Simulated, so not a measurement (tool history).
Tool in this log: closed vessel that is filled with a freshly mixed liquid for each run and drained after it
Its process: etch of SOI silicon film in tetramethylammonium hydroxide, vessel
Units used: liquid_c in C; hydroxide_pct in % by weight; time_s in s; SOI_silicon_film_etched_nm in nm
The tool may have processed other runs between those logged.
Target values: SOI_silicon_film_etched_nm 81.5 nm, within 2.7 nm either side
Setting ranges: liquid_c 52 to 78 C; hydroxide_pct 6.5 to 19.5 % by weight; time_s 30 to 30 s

{"run": 1, "day": 0.0, "liquid_c": 65, "hydroxide_pct": 13, "time_s": 30, "SOI_silicon_film_etched_nm": 134.95}
{"run": 2, "day": 0.25, "liquid_c": 62.5, "hydroxide_pct": 13, "time_s": 30, "SOI_silicon_film_etched_nm": 117.35}
{"run": 3, "day": 0.4, "liquid_c": 62.5, "hydroxide_pct": 11, "time_s": 30, "SOI_silicon_film_etched_nm": 124.63}
{"run": 4, "day": 0.775, "liquid_c": 61.5, "hydroxide_pct": 11, "time_s": 30, "SOI_silicon_film_etched_nm": 119.03}
{"run": 5, "day": 1.004, "liquid_c": 61.5, "hydroxide_pct": 11, "time_s": 30, "SOI_silicon_film_etched_nm": 118.74}
{"run": 6, "day": 1.046, "liquid_c": 60.5, "hydroxide_pct": 11, "time_s": 30, "SOI_silicon_film_etched_nm": 109.33}
{"run": 7, "day": 1.362, "liquid_c": 60, "hydroxide_pct": 11, "time_s": 30, "SOI_silicon_film_etched_nm": 104.78}
{"run": 8, "day": 1.642, "liquid_c": 59.5, "hydroxide_pct": 11, "time_s": 30, "SOI_silicon_film_etched_nm": 102.7}
{"run": 9, "day": 1.758, "liquid_c": 59, "hydroxide_pct": 11, "time_s": 30, "SOI_silicon_film_etched_nm": 99.009}
{"run": 10, "day": 1.879, "liquid_c": 58.5, "hydroxide_pct": 11, "time_s": 30, "SOI_silicon_film_etched_nm": 96.136}
{"run": 11, "day": 2.179, "liquid_c": 58, "hydroxide_pct": 11, "time_s": 30, "SOI_silicon_film_etched_nm": 94.983}
{"run": 12, "day": 2.25, "liquid_c": 57.5, "hydroxide_pct": 11, "time_s": 30, "SOI_silicon_film_etched_nm": 90.655}
{"run": 13, "day": 2.471, "liquid_c": 57, "hydroxide_pct": 11, "time_s": 30, "SOI_silicon_film_etched_nm": 87.678}
{"run": 14, "day": 2.75, "liquid_c": 56.5, "hydroxide_pct": 11, "time_s": 30, "SOI_silicon_film_etched_nm": 85.47}
{"run": 15, "day": 2.842, "liquid_c": 56.5, "hydroxide_pct": 11, "time_s": 30, "SOI_silicon_film_etched_nm": 85.449}

Pick the move, out of 5, that brings all results within their allowed miss; only one does.
{"run": "A", "day": 2.933, "liquid_c": 57, "hydroxide_pct": 10.5, "time_s": 30, "SOI_silicon_film_etched_nm": "?"}
{"run": "B", "day": 2.933, "liquid_c": 54.5, "hydroxide_pct": 7, "time_s": 30, "SOI_silicon_film_etched_nm": "?"}
{"run": "C", "day": 2.933, "liquid_c": 55.5, "hydroxide_pct": 10, "time_s": 30, "SOI_silicon_film_etched_nm": "?"}
{"run": "D", "day": 2.933, "liquid_c": 56.5, "hydroxide_pct": 10, "time_s": 30, "SOI_silicon_film_etched_nm": "?"}
{"run": "E", "day": 2.933, "liquid_c": 55.5, "hydroxide_pct": 9, "time_s": 30, "SOI_silicon_film_etched_nm": "?"}

move=A SOI_silicon_film_etched_nm=89.305
move=B SOI_silicon_film_etched_nm=87.021
move=C SOI_silicon_film_etched_nm=82.416
move=D SOI_silicon_film_etched_nm=87.886
move=E SOI_silicon_film_etched_nm=85.888
A: lands further from the targets than the last run did
B: lands further from the targets than the last run did
C: each result inside its tolerance
D: lands further from the targets than the last run did
E: lands further from the targets than the last run did
The move that meets every target is C.
